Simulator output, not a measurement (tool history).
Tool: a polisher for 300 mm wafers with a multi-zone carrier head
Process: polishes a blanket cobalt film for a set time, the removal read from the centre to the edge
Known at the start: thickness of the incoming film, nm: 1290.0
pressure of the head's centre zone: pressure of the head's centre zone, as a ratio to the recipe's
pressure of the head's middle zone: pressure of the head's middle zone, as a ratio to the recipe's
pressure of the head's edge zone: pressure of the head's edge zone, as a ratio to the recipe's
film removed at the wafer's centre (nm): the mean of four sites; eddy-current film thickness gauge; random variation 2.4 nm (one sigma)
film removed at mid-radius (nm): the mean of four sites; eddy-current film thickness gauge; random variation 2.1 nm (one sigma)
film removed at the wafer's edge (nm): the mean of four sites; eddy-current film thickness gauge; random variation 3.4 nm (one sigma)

run	day	flow of slurry (ml/min)	pressure of the head's centre zone	pressure of the head's middle zone	pressure of the head's edge zone	polishing time (s)	film removed at the wafer's centre (nm)	film removed at mid-radius (nm)	film removed at the wafer's edge (nm)
1	0.000	145	1.00	1.00	1.00	56	278.24	274.42	275.66
2	0.125	145	1.00	1.00	1.04	56	280.79	271.50	282.82
3	0.279	120	1.00	1.00	1.04	56	261.60	256.41	273.81
4	0.538	145	1.00	1.02	1.08	57	286.43	280.69	289.22
5	0.708	145	1.00	1.02	1.08	65	324.41	322.63	331.76
# day 0.850: slurry nozzle cleaned
6	0.850	145	1.00	1.02	1.02	65	345.48	337.29	333.31
7	1.104	145	1.00	1.01	1.03	66	342.23	339.35	344.60

Forecast run 8:
8	1.171	145	1.00	1.01	1.03	66	?	?	?

{"run 8": {"film removed at the wafer's centre (nm)": 345.87, "film removed at mid-radius (nm)": 339.86, "film removed at the wafer's edge (nm)": 339.47}}

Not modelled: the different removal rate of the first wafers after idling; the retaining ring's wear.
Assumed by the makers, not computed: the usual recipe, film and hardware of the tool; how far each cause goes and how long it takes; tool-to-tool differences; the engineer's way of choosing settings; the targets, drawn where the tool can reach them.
